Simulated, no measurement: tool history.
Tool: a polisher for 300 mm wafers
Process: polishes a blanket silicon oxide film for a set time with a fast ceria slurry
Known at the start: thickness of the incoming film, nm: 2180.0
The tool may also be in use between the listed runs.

run,day,flow of slurry (ml/min),pressure of the wafer on the pad (psi),speed of the pad under the wafer (m/s),polishing time (s),film removed (angstrom)
1,0,210,2.9,0.98,70,10105
2,0.05,205,2.8,0.98,70,9766.6
3,0.154,205,2.8,0.98,73,10033
4,0.383,195,2.7,0.98,73,9750.9
5,0.646,195,2.7,1.18,73,11715
6,0.804,195,2.7,1.18,70,11120

Forecast run 7:
7,1.138,190,2.5,1.18,70,?

Run 7 gave film removed (angstrom) 10358.

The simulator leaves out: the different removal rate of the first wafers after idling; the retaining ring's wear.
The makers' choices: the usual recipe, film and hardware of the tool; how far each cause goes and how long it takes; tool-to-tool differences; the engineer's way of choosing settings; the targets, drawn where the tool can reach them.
